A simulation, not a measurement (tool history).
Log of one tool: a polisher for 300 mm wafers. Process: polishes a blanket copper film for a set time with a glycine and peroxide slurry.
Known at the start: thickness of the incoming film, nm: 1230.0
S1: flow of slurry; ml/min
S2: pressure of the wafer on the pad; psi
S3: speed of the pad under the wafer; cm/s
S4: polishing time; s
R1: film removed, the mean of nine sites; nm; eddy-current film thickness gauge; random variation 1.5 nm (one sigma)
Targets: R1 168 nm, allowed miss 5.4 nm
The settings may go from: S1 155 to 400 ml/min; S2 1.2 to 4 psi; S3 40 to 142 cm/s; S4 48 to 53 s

run 1 day=0 | S1=255 S2=2.6 S3=90 S4=53 | R1=244.55
run 2 day=0.2 | S1=255 S2=3.2 S3=90 S4=53 | R1=278.45
run 3 day=0.238 | S1=255 S2=3.2 S3=102 S4=53 | R1=300.3
run 4 day=0.483 | S1=255 S2=3.2 S3=102 S4=53 | R1=300.3
run 5 day=0.725 | S1=255 S2=2.9 S3=98 S4=53 | R1=276.92
run 6 day=1.083 | S1=255 S2=2.9 S3=98 S4=53 | R1=272.2
run 7 day=1.279 | S1=255 S2=2.6 S3=96 S4=53 | R1=253.1
run 8 day=1.346 | S1=255 S2=2.4 S3=94 S4=53 | R1=237.76
run 9 day=1.45 | S1=255 S2=2.2 S3=92 S4=53 | R1=222.58
run 10 day=1.612 | S1=250 S2=1.5 S3=90 S4=53 | R1=174.68

Which of these 4 next moves meets every target?
run A day=1.775 | S1=305 S2=1.6 S3=78 S4=48 | R1=?
run B day=1.775 | S1=225 S2=1.4 S3=90 S4=48 | R1=?
run C day=1.775 | S1=285 S2=1.7 S3=98 S4=48 | R1=?
run D day=1.775 | S1=185 S2=1.9 S3=76 S4=50 | R1=?

move=A R1=155.24
move=B R1=152.84
move=C R1=180.4
move=D R1=169.83
A: takes the result that was furthest off past its target
B: takes the result that was furthest off past its target
C: further off than the last run
D: meets every target
Move D is the one to make.
